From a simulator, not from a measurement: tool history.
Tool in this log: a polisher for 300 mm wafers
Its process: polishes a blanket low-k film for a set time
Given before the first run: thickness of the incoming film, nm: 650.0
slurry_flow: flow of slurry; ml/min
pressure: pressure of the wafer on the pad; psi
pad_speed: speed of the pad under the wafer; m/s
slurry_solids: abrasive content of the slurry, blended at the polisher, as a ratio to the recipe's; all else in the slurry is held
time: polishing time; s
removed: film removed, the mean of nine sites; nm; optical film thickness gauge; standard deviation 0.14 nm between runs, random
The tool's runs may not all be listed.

run,hour,slurry_flow,pressure,pad_speed,slurry_solids,time,removed
1,0.0,190,1.8,1.04,1.0,81,28.188
2,8.9,190,1.4,1.04,1.0,81,22.507
3,10.0,190,1.4,1.04,1.0,81,23.030
4,12.7,190,1.8,1.04,1.0,81,28.491
5,15.1,190,1.7,1.04,1.0,81,26.718
6,16.3,150,1.7,1.04,1.0,81,25.780

Run 7, settings as shown, results not yet in. Your forecast:
7,19.9,135,1.2,1.02,1.0,81,?

removed: 18.430 nm
